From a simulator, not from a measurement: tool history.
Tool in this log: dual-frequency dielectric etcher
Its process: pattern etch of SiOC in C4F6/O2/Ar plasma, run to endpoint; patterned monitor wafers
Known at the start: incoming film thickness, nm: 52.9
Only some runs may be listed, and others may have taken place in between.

run 1 hour=0.0 | bias_power_(kW)=0.418 source_power_(kW)=0.420 | endpoint_time_(s)=17.759
run 2 hour=8.3 | bias_power_(kW)=0.405 source_power_(kW)=0.410 | endpoint_time_(s)=18.133
run 3 hour=15.8 | bias_power_(kW)=0.394 source_power_(kW)=0.410 | endpoint_time_(s)=18.222
run 4 hour=21.4 | bias_power_(kW)=0.383 source_power_(kW)=0.400 | endpoint_time_(s)=18.808
run 5 hour=27.2 | bias_power_(kW)=0.412 source_power_(kW)=0.400 | endpoint_time_(s)=18.023
run 6 hour=35.0 | bias_power_(kW)=0.440 source_power_(kW)=0.400 | endpoint_time_(s)=17.463
run 7 hour=40.3 | bias_power_(kW)=0.428 source_power_(kW)=0.400 | endpoint_time_(s)=17.751
run 8 hour=45.0 | bias_power_(kW)=0.428 source_power_(kW)=0.400 | endpoint_time_(s)=17.651

Expected results for the next run?
run 9 hour=52.6 | bias_power_(kW)=0.417 source_power_(kW)=0.400 | endpoint_time_(s)=?

{"run 9": {"endpoint time (s)": 17.935}}

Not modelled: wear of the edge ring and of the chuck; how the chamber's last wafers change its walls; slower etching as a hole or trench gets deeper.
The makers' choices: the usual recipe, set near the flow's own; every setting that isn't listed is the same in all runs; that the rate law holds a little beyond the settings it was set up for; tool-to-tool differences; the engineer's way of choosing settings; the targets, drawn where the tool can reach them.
